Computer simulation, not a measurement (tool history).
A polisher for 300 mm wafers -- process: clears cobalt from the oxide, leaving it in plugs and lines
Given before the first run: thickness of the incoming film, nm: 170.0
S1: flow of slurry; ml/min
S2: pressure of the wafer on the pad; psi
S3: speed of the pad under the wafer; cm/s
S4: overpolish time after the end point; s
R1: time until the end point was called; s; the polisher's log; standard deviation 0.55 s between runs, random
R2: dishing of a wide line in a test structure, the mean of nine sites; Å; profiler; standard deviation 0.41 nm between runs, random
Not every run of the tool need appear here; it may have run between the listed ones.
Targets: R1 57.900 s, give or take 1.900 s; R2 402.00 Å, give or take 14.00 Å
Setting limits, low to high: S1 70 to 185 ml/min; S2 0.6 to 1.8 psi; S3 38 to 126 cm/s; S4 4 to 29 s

| run | day | S1 | S2 | S3 | S4 | R1 | R2 |
|---|---|---|---|---|---|---|---|
| 1 | 0.000 | 120 | 1.2 | 82 | 15 | 60.966 | 283.15 |
| 2 | 0.200 | 120 | 1.2 | 82 | 11 | 60.874 | 223.42 |
| 3 | 0.300 | 115 | 1.2 | 82 | 13 | 61.896 | 250.99 |
| 4 | 0.629 | 110 | 1.2 | 82 | 15 | 62.199 | 282.14 |
| 5 | 0.867 | 105 | 1.2 | 82 | 16 | 63.554 | 290.75 |
| 6 | 1.042 | 110 | 1.2 | 82 | 17 | 61.588 | 300.09 |
| 7 | 1.396 | 110 | 1.2 | 82 | 18 | 62.516 | 309.17 |
| 8 | 1.533 | 110 | 1.2 | 82 | 19 | 61.322 | 319.96 |
| 9 | 1.708 | 110 | 1.2 | 82 | 19 | 62.991 | 321.84 |
| 10 | 1.938 | 110 | 1.2 | 82 | 20 | 62.273 | 327.44 |
| 11 | 2.304 | 105 | 1.2 | 82 | 21 | 62.189 | 340.65 |
| 12 | 2.617 | 105 | 1.2 | 82 | 22 | 62.791 | 348.39 |
| 13 | 2.708 | 110 | 1.2 | 82 | 23 | 61.567 | 362.68 |
| 14 | 3.079 | 110 | 1.2 | 82 | 24 | 61.989 | 372.88 |
| 15 | 3.417 | 115 | 1.2 | 82 | 25 | 60.421 | 374.21 |
| 16 | 3.708 | 110 | 1.2 | 82 | 25 | 60.756 | 372.77 |
| 17 | 3.742 | 110 | 1.2 | 82 | 26 | 61.407 | 378.15 |
| 18 | 3.933 | 110 | 1.2 | 82 | 27 | 62.045 | 396.48 |
| 19 | 4.258 | 115 | 1.2 | 82 | 27 | 61.082 | 395.51 |

5 candidate next runs follow, results not yet known. Just one meets every target within its allowed miss. Identify it.
| A | 4.583 | 110 | 1.2 | 82 | 29 | ? | ? |
| B | 4.583 | 140 | 1.2 | 88 | 26 | ? | ? |
| C | 4.583 | 135 | 1.4 | 72 | 27 | ? | ? |
| D | 4.583 | 105 | 1.4 | 68 | 26 | ? | ? |
| E | 4.583 | 140 | 1.1 | 90 | 23 | ? | ? |

| move | R1 | R2 |
|---|---|---|
| A | 61.448 | 402.73 |
| B | 54.361 | 404.72 |
| C | 57.256 | 402.42 |
| D | 64.169 | 373.99 |
| E | 57.863 | 370.06 |
A: further off than the last run
B: moves the result that the last run missed by most past its target, out the other side
C: all results in spec
D: further off than the last run
E: brings the result that was furthest off to its target, and leaves another outside
So the answer is move C, the one that meets all the targets.

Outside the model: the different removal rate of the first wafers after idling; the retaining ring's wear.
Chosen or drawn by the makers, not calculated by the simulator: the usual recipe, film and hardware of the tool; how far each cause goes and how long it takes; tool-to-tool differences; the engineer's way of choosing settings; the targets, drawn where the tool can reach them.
